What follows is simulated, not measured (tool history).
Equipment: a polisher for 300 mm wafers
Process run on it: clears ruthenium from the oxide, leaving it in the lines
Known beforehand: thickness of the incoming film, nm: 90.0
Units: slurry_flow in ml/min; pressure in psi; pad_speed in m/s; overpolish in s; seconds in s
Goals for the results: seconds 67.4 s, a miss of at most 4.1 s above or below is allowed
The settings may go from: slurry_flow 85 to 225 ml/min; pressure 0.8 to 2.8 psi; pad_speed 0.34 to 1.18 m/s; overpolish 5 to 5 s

{"run": 1, "hour": 0.0, "slurry_flow": 145, "pressure": 1.8, "pad_speed": 0.76, "overpolish": 5, "seconds": 121.57}
{"run": 2, "hour": 0.8, "slurry_flow": 165, "pressure": 1.8, "pad_speed": 0.76, "overpolish": 5, "seconds": 119.1}
{"run": 3, "hour": 6.0, "slurry_flow": 165, "pressure": 1.8, "pad_speed": 0.7, "overpolish": 5, "seconds": 127.3}
{"run": 4, "hour": 10.9, "slurry_flow": 165, "pressure": 2, "pad_speed": 0.72, "overpolish": 5, "seconds": 119.73}
{"run": 5, "hour": 16.7, "slurry_flow": 140, "pressure": 2, "pad_speed": 0.72, "overpolish": 5, "seconds": 122.65}
{"run": 6, "hour": 18.4, "slurry_flow": 140, "pressure": 2, "pad_speed": 0.54, "overpolish": 5, "seconds": 160.19}
{"run": 7, "hour": 23.6, "slurry_flow": 145, "pressure": 2.2, "pad_speed": 0.6, "overpolish": 5, "seconds": 131.29}
{"run": 8, "hour": 29.3, "slurry_flow": 150, "pressure": 2.3, "pad_speed": 0.64, "overpolish": 5, "seconds": 124.21}
{"run": 9, "hour": 34.5, "slurry_flow": 150, "pressure": 2.3, "pad_speed": 0.64, "overpolish": 5, "seconds": 123.32}
{"hour": 40.6, "done": "worn pad replaced by a new one"}
{"run": 10, "hour": 40.6, "slurry_flow": 150, "pressure": 2.4, "pad_speed": 0.7, "overpolish": 5, "seconds": 97.255}
{"run": 11, "hour": 43.6, "slurry_flow": 150, "pressure": 2.8, "pad_speed": 0.74, "overpolish": 5, "seconds": 83.335}
{"run": 12, "hour": 46.9, "slurry_flow": 150, "pressure": 2.8, "pad_speed": 0.74, "overpolish": 5, "seconds": 78.191}
{"run": 13, "hour": 55.1, "slurry_flow": 150, "pressure": 2.8, "pad_speed": 0.76, "overpolish": 5, "seconds": 81.104}
{"run": 14, "hour": 60.3, "slurry_flow": 160, "pressure": 2.8, "pad_speed": 0.96, "overpolish": 5, "seconds": 62.67}

Which of these 4 next moves meets every target?
{"run": "A", "hour": 65.5, "slurry_flow": 175, "pressure": 2.7, "pad_speed": 0.92, "overpolish": 5, "seconds": "?"}
{"run": "B", "hour": 65.5, "slurry_flow": 170, "pressure": 2.8, "pad_speed": 1, "overpolish": 5, "seconds": "?"}
{"run": "C", "hour": 65.5, "slurry_flow": 200, "pressure": 2.7, "pad_speed": 1.02, "overpolish": 5, "seconds": "?"}
{"run": "D", "hour": 65.5, "slurry_flow": 180, "pressure": 2.8, "pad_speed": 1.02, "overpolish": 5, "seconds": "?"}

move=A seconds=66.623
move=B seconds=60.03
move=C seconds=59.282
move=D seconds=58.414
A: all results in spec
B: lands further from the targets than the last run did
C: lands further from the targets than the last run did
D: lands further from the targets than the last run did
Answer: A
